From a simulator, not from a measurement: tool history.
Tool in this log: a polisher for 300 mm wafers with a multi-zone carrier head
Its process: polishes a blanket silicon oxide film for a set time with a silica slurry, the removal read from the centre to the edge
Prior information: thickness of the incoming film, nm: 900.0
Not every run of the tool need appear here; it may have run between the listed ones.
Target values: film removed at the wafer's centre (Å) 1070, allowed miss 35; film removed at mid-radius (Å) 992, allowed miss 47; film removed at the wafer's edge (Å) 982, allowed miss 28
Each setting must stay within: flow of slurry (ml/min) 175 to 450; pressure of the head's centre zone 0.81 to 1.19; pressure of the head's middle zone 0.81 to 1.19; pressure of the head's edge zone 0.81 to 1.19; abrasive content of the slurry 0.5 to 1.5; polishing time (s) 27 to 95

run,day,flow of slurry (ml/min),pressure of the head's centre zone,pressure of the head's middle zone,pressure of the head's edge zone,abrasive content of the slurry,polishing time (s),film removed at the wafer's centre (Å),film removed at mid-radius (Å),film removed at the wafer's edge (Å)
1,0,290,1,1,1,1,61,1316.5,1309.3,1300.9
2,0.058,290,1,0.98,0.96,0.85,61,1202.6,1151.8,1173.2
3,0.3,290,1,0.98,0.92,0.8,61,1149.1,1131,1101.2
4,0.488,285,1,0.96,0.89,0.8,61,1138.8,1102,1092
5,0.842,285,1,1,0.89,0.8,61,1157.4,1144.2,1095.2
6,0.871,285,1.01,0.98,0.87,0.75,61,1127.7,1097.1,1051.2
7,1.05,285,1.01,0.98,0.87,0.75,61,1142.2,1091.3,1042.2
8,1.171,280,1.01,0.96,0.85,0.75,61,1143.1,1084.5,1026
9,1.504,280,1,0.94,0.85,0.75,61,1122.5,1054.2,1025.1
10,1.688,275,0.99,0.93,0.84,0.75,61,1092,1064.5,1024.6
11,1.792,275,0.99,0.91,0.83,0.75,61,1110.7,1034.2,1031.7
12,2.05,255,0.99,0.91,0.81,0.65,61,1022.6,939.13,923.72
13,2.379,270,0.99,0.91,0.82,0.65,61,1000.2,940.54,944.55
14,2.696,280,1,0.92,0.83,0.65,61,1045.9,954.52,951.48

Of the 5 settings listed for the next run, only one would bring every result within its allowed miss of target. Which one?
A,3.012,295,1.04,0.85,0.88,0.65,58,?,?,?
B,3.012,235,0.97,0.91,0.82,0.85,54,?,?,?
C,3.012,265,0.99,0.82,0.9,0.65,61,?,?,?
D,3.012,350,1,0.94,0.87,0.7,59,?,?,?
E,3.012,285,1.04,1,0.84,0.65,60,?,?,?

move,film removed at the wafer's centre (Å),film removed at mid-radius (Å),film removed at the wafer's edge (Å)
A,1034.9,835.06,930.25
B,1015.1,931.48,953.21
C,1026.3,846.16,982.84
D,1068.9,973.67,988.47
E,1068.7,986.65,938.72
A: its largest miss is bigger than the last run's
B: its largest miss is bigger than the last run's
C: corrects the largest miss of the last run, while another result sits out of spec
D: all results land within tolerance of their targets
E: its largest miss is bigger than the last run's
Go with D: it meets all targets.

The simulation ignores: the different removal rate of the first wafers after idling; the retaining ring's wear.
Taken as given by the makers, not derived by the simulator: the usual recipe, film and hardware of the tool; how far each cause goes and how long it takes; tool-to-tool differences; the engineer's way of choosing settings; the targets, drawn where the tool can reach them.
